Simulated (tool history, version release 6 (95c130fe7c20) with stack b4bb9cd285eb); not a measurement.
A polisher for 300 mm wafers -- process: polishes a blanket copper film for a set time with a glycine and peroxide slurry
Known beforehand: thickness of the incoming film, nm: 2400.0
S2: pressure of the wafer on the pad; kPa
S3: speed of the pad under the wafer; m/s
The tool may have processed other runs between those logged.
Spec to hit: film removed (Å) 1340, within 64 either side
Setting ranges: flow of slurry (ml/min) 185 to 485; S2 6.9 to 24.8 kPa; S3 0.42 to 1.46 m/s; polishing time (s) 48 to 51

Run 1, hour 0: flow of slurry (ml/min) 310, S2 15.9 kPa, S3 0.94 m/s, polishing time (s) 48. Result: film removed (Å) 2179.7.
Run 2, hour 5.8: flow of slurry (ml/min) 310, S2 15.9 kPa, S3 0.94 m/s, polishing time (s) 48. Result: film removed (Å) 2216.4.
Run 3, hour 14.6: flow of slurry (ml/min) 310, S2 13.8 kPa, S3 0.9 m/s, polishing time (s) 48. Result: film removed (Å) 1937.8.
Run 4, hour 17.5: flow of slurry (ml/min) 310, S2 11.7 kPa, S3 0.88 m/s, polishing time (s) 48. Result: film removed (Å) 1724.9.
Run 5, hour 20.6: flow of slurry (ml/min) 310, S2 10.3 kPa, S3 0.86 m/s, polishing time (s) 48. Result: film removed (Å) 1581.9.
Run 6, hour 28: flow of slurry (ml/min) 310, S2 9.7 kPa, S3 0.86 m/s, polishing time (s) 48. Result: film removed (Å) 1514.
Run 7, hour 35.7: flow of slurry (ml/min) 310, S2 9.7 kPa, S3 0.86 m/s, polishing time (s) 48. Result: film removed (Å) 1552.
Run 8, hour 37.9: flow of slurry (ml/min) 310, S2 9 kPa, S3 0.84 m/s, polishing time (s) 48. Result: film removed (Å) 1460.8.

Next run, 5 choices. One meets every target within its allowed miss, the rest don't. Which?
Run A, hour 40.1: flow of slurry (ml/min) 290, S2 9 kPa, S3 0.9 m/s, polishing time (s) 50. Result: film removed (Å) ?.
Run B, hour 40.1: flow of slurry (ml/min) 290, S2 7.6 kPa, S3 0.98 m/s, polishing time (s) 50. Result: film removed (Å) ?.
Run C, hour 40.1: flow of slurry (ml/min) 310, S2 9 kPa, S3 0.9 m/s, polishing time (s) 49. Result: film removed (Å) ?.
Run D, hour 40.1: flow of slurry (ml/min) 370, S2 11 kPa, S3 0.72 m/s, polishing time (s) 48. Result: film removed (Å) ?.
Run E, hour 40.1: flow of slurry (ml/min) 285, S2 11.7 kPa, S3 0.56 m/s, polishing time (s) 48. Result: film removed (Å) ?.

move  film removed (Å)
   A            1517.8
   B            1450.6
   C              1496
   D            1487.1
   E            1334.3
A: the biggest miss grows against the last run
B: nearer the targets than the last run, but a result is still out of spec
C: the biggest miss grows against the last run
D: the biggest miss grows against the last run
E: hits every target within its allowed miss
E meets every target.
